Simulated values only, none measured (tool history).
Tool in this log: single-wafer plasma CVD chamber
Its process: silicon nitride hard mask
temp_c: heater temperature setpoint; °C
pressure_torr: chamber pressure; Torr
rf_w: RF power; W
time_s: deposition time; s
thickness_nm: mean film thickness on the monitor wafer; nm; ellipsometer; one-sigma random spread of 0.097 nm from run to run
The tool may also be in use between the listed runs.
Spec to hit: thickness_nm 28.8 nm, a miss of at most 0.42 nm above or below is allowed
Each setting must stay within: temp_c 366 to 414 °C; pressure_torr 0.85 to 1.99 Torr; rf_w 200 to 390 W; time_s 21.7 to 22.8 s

run 1 hour=0 | temp_c=390 pressure_torr=1.42 rf_w=295 time_s=22.8 | thickness_nm=25.111
run 2 hour=2.9 | temp_c=390 pressure_torr=1.54 rf_w=295 time_s=22.8 | thickness_nm=25.748
run 3 hour=10.8 | temp_c=380 pressure_torr=1.54 rf_w=295 time_s=22.8 | thickness_nm=25.826
run 4 hour=11.5 | temp_c=373 pressure_torr=1.54 rf_w=295 time_s=22.8 | thickness_nm=25.796
run 5 hour=18.1 | temp_c=373 pressure_torr=1.54 rf_w=295 time_s=21.7 | thickness_nm=24.531
run 6 hour=20.2 | temp_c=373 pressure_torr=1.54 rf_w=330 time_s=21.7 | thickness_nm=26.429
run 7 hour=28.2 | temp_c=373 pressure_torr=1.64 rf_w=330 time_s=21.7 | thickness_nm=26.714
run 8 hour=30.6 | temp_c=373 pressure_torr=1.72 rf_w=335 time_s=21.7 | thickness_nm=27.349
run 9 hour=38.7 | temp_c=373 pressure_torr=1.78 rf_w=340 time_s=21.7 | thickness_nm=28.007
run 10 hour=43.1 | temp_c=373 pressure_torr=1.82 rf_w=340 time_s=21.7 | thickness_nm=27.991
run 11 hour=48.5 | temp_c=373 pressure_torr=1.86 rf_w=340 time_s=21.7 | thickness_nm=28.223
run 12 hour=56.3 | temp_c=373 pressure_torr=1.89 rf_w=340 time_s=21.7 | thickness_nm=28.351

Of the 5 settings listed for the next run, only one would bring every result within its allowed miss of target. Which one?
run A hour=64.1 | temp_c=376 pressure_torr=1.97 rf_w=325 time_s=21.7 | thickness_nm=?
run B hour=64.1 | temp_c=378 pressure_torr=1.99 rf_w=305 time_s=22.7 | thickness_nm=?
run C hour=64.1 | temp_c=372 pressure_torr=1.99 rf_w=315 time_s=22.1 | thickness_nm=?
run D hour=64.1 | temp_c=375 pressure_torr=1.78 rf_w=345 time_s=22.3 | thickness_nm=?
run E hour=64.1 | temp_c=384 pressure_torr=1.52 rf_w=345 time_s=22.1 | thickness_nm=?

move=A thickness_nm=27.803
move=B thickness_nm=28.078
move=C thickness_nm=27.915
move=D thickness_nm=28.809
move=E thickness_nm=27.302
A: moves away from the targets compared with the last run
B: moves away from the targets compared with the last run
C: moves away from the targets compared with the last run
D: hits every target within its allowed miss
E: moves away from the targets compared with the last run
D is the move that brings every result within its allowed miss.

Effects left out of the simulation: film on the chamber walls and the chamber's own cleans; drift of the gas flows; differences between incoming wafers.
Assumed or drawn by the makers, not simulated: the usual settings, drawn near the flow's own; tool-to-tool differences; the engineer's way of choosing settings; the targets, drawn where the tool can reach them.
